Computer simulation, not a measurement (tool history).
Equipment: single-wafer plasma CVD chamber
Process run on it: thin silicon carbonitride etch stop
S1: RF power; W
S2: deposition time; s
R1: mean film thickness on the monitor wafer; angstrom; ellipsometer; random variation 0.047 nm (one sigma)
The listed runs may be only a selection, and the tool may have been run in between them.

run 1 hour=0.0 | S1=180 S2=20.2 | R1=105.75
run 2 hour=7.2 | S1=195 S2=20.4 | R1=109.21
run 3 hour=14.0 | S1=205 S2=20.4 | R1=109.58
run 4 hour=20.0 | S1=210 S2=20.8 | R1=114.09
run 5 hour=26.7 | S1=215 S2=20.9 | R1=115.38
run 6 hour=35.5 | S1=215 S2=23.2 | R1=127.97
run 7 hour=39.9 | S1=200 S2=23.0 | R1=123.73
run 8 hour=41.4 | S1=190 S2=22.9 | R1=122.24

Run 9 comes next. What will it give?
run 9 hour=49.7 | S1=185 S2=22.8 | R1=?

Run 9 yielded R1 120.02 angstrom.
